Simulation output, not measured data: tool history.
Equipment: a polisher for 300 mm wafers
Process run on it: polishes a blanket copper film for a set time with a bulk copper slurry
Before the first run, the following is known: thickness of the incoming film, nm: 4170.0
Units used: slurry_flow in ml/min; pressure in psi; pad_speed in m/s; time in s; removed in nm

Run 1, day 0.000: slurry_flow 245 ml/min, pressure 2.1 psi, pad_speed 1.40 m/s, slurry_solids 1.00, time 37 s. Result: removed 348.52 nm.
Run 2, day 0.104: slurry_flow 245 ml/min, pressure 2.1 psi, pad_speed 1.20 m/s, slurry_solids 1.00, time 37 s. Result: removed 301.43 nm.
Run 3, day 0.296: slurry_flow 305 ml/min, pressure 2.1 psi, pad_speed 1.20 m/s, slurry_solids 1.00, time 37 s. Result: removed 304.57 nm.
Run 4, day 0.508: slurry_flow 305 ml/min, pressure 2.1 psi, pad_speed 1.50 m/s, slurry_solids 1.00, time 37 s. Result: removed 380.92 nm.
Run 5, day 0.867: slurry_flow 305 ml/min, pressure 2.2 psi, pad_speed 1.50 m/s, slurry_solids 1.00, time 37 s. Result: removed 401.85 nm.
Run 6, day 0.904: slurry_flow 305 ml/min, pressure 2.2 psi, pad_speed 1.50 m/s, slurry_solids 1.15, time 37 s. Result: removed 409.24 nm.

Expected results for the next run?
Run 7, day 0.950: slurry_flow 305 ml/min, pressure 2.3 psi, pad_speed 1.50 m/s, slurry_solids 1.15, time 37 s. Result: removed ?.

{"run 7": {"removed": 435.8}}

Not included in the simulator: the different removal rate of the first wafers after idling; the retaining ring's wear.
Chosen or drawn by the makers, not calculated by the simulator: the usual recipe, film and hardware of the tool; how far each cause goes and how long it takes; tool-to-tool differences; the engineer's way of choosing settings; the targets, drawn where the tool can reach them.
